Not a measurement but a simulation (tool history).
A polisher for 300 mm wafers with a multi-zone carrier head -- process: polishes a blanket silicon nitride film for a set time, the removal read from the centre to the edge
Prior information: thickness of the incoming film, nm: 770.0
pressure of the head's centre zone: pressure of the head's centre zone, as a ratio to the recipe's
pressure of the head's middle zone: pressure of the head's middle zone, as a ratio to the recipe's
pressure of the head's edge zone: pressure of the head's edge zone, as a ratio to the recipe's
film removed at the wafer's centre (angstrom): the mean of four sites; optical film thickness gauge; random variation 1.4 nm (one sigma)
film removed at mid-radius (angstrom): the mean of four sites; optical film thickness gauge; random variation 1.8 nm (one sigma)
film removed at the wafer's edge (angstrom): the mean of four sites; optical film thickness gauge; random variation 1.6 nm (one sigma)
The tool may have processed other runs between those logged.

| run | hour | flow of slurry (ml/min) | pressure of the head's centre zone | pressure of the head's middle zone | pressure of the head's edge zone | polishing time (s) | film removed at the wafer's centre (angstrom) | film removed at mid-radius (angstrom) | film removed at the wafer's edge (angstrom) |
|---|---|---|---|---|---|---|---|---|---|
| 1 | 0 | 200 | 1 | 1 | 1 | 75 | 1097 | 1068.8 | 1025.3 |
| 2 | 6.5 | 205 | 0.99 | 1.03 | 1 | 76 | 1085.4 | 1109.5 | 1087.1 |
| 3 | 8.4 | 200 | 0.99 | 1.06 | 0.96 | 77 | 1129.8 | 1155.4 | 1083.1 |
| 4 | 12.6 | 200 | 0.99 | 1.06 | 0.96 | 63 | 894.49 | 946.94 | 876.03 |
| 5 | 17.9 | 210 | 0.98 | 1.09 | 0.93 | 66 | 928.05 | 1030.9 | 899.26 |
| 6 | 22.3 | 210 | 0.98 | 1.04 | 0.93 | 66 | 933.82 | 987.57 | 877.42 |
| 7 | 25.4 | 220 | 0.98 | 1.07 | 0.93 | 68 | 955.14 | 1020.5 | 951.11 |
| 8 | 31.7 | 210 | 0.97 | 1.09 | 0.93 | 70 | 1007.6 | 1042.9 | 939.63 |
| 9 | 39.5 | 230 | 1.01 | 1.11 | 0.92 | 69 | 1027.7 | 1102.9 | 951.05 |
| 10 | 43.2 | 245 | 0.99 | 1.13 | 0.91 | 70 | 1019.5 | 1132.5 | 947.79 |
| 11 | 47.4 | 255 | 0.98 | 1.14 | 0.92 | 71 | 1024.9 | 1142.6 | 952.94 |

For run 12, what comes out?
| 12 | 51.4 | 260 | 0.96 | 1.15 | 0.93 | 73 | ? | ? | ? |

Run 12 gave film removed at the wafer's centre (angstrom) 1029.8, film removed at mid-radius (angstrom) 1186, film removed at the wafer's edge (angstrom) 1015.
